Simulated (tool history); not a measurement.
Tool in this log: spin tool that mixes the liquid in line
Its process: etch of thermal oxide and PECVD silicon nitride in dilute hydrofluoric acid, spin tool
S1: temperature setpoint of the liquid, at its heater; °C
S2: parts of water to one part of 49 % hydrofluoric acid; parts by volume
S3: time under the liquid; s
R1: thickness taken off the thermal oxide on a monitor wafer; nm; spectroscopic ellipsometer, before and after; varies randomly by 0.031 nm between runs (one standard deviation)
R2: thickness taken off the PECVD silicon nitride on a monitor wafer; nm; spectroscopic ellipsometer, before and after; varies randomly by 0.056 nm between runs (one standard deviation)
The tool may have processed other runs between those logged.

Run 1, day 0.000: S1 22.0 °C, S2 75 parts by volume, S3 85 s. Result: R1 5.4285 nm, R2 3.8301 nm.
Run 2, day 0.133: S1 22.0 °C, S2 75 parts by volume, S3 120 s. Result: R1 7.6876 nm, R2 5.3882 nm.
Run 3, day 0.321: S1 23.5 °C, S2 75 parts by volume, S3 120 s. Result: R1 8.1708 nm, R2 5.9391 nm.
Run 4, day 0.558: S1 23.5 °C, S2 60 parts by volume, S3 120 s. Result: R1 10.4710 nm, R2 7.4119 nm.
Run 5, day 0.929: S1 27.0 °C, S2 60 parts by volume, S3 120 s. Result: R1 11.8890 nm, R2 9.4791 nm.
Run 6, day 0.954: S1 25.5 °C, S2 60 parts by volume, S3 120 s. Result: R1 11.2790 nm, R2 8.5440 nm.
Run 7, day 1.217: S1 25.0 °C, S2 65 parts by volume, S3 120 s. Result: R1 10.1720 nm, R2 7.6734 nm.
At day 1.467: hydrofluoric acid flow meter replaced.
Run 8, day 1.467: S1 21.5 °C, S2 95 parts by volume, S3 125 s. Result: R1 5.3622 nm, R2 3.8431 nm.

For run 9, what comes out?
Run 9, day 1.833: S1 22.0 °C, S2 95 parts by volume, S3 125 s. Result: R1 ?, R2 ?.

Run 9 came out at R1 5.4593 nm, R2 3.9076 nm.
